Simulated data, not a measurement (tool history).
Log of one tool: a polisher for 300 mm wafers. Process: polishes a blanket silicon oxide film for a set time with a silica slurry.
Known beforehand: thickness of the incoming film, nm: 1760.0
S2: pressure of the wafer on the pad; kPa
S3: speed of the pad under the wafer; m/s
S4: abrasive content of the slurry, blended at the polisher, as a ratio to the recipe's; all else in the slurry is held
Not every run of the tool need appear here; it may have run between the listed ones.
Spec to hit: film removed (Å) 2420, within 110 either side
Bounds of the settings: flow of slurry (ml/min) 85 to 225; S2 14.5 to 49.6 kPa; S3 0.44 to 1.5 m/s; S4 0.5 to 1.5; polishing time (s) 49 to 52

{"run": 1, "hour": 0.0, "flow of slurry (ml/min)": 145, "S2": 31.7, "S3": 0.96, "S4": 1, "polishing time (s)": 49, "film removed (Å)": 1762.8}
{"run": 2, "hour": 2.7, "flow of slurry (ml/min)": 145, "S2": 26.9, "S3": 0.96, "S4": 1, "polishing time (s)": 49, "film removed (Å)": 1505.6}
{"run": 3, "hour": 10.9, "flow of slurry (ml/min)": 145, "S2": 26.9, "S3": 0.96, "S4": 0.85, "polishing time (s)": 49, "film removed (Å)": 1418.3}
{"run": 4, "hour": 14.0, "flow of slurry (ml/min)": 145, "S2": 26.9, "S3": 0.96, "S4": 0.7, "polishing time (s)": 49, "film removed (Å)": 1321.5}
{"run": 5, "hour": 15.6, "flow of slurry (ml/min)": 145, "S2": 26.9, "S3": 0.96, "S4": 0.55, "polishing time (s)": 49, "film removed (Å)": 1194}
{"run": 6, "hour": 21.7, "flow of slurry (ml/min)": 150, "S2": 33.8, "S3": 0.98, "S4": 0.55, "polishing time (s)": 49, "film removed (Å)": 1560.7}
{"run": 7, "hour": 28.4, "flow of slurry (ml/min)": 155, "S2": 37.9, "S3": 1, "S4": 0.55, "polishing time (s)": 49, "film removed (Å)": 1746.1}
{"run": 8, "hour": 32.8, "flow of slurry (ml/min)": 155, "S2": 41.4, "S3": 1.02, "S4": 0.55, "polishing time (s)": 49, "film removed (Å)": 1919.4}
{"run": 9, "hour": 40.1, "flow of slurry (ml/min)": 155, "S2": 44.1, "S3": 1.02, "S4": 0.55, "polishing time (s)": 49, "film removed (Å)": 2055.4}

Pick the move, out of 5, that brings all results within their allowed miss; only one does.
{"run": "A", "hour": 47.4, "flow of slurry (ml/min)": 150, "S2": 44.8, "S3": 1.02, "S4": 0.55, "polishing time (s)": 50, "film removed (Å)": "?"}
{"run": "B", "hour": 47.4, "flow of slurry (ml/min)": 130, "S2": 41.4, "S3": 1.14, "S4": 0.65, "polishing time (s)": 51, "film removed (Å)": "?"}
{"run": "C", "hour": 47.4, "flow of slurry (ml/min)": 140, "S2": 48.3, "S3": 1.18, "S4": 0.5, "polishing time (s)": 50, "film removed (Å)": "?"}
{"run": "D", "hour": 47.4, "flow of slurry (ml/min)": 145, "S2": 42.7, "S3": 1.16, "S4": 0.65, "polishing time (s)": 49, "film removed (Å)": "?"}
{"run": "E", "hour": 47.4, "flow of slurry (ml/min)": 150, "S2": 42.1, "S3": 0.82, "S4": 0.5, "polishing time (s)": 49, "film removed (Å)": "?"}

move=A film_removed_(Å)=2079.9
move=B film_removed_(Å)=2156.1
move=C film_removed_(Å)=2335.1
move=D film_removed_(Å)=2211.5
move=E film_removed_(Å)=1635.9
A: nearer the targets than the last run, but a result is still out of spec
B: nearer the targets than the last run, but a result is still out of spec
C: hits every target within its allowed miss
D: nearer the targets than the last run, but a result is still out of spec
E: its largest miss is bigger than the last run's
The move that meets every target is C.
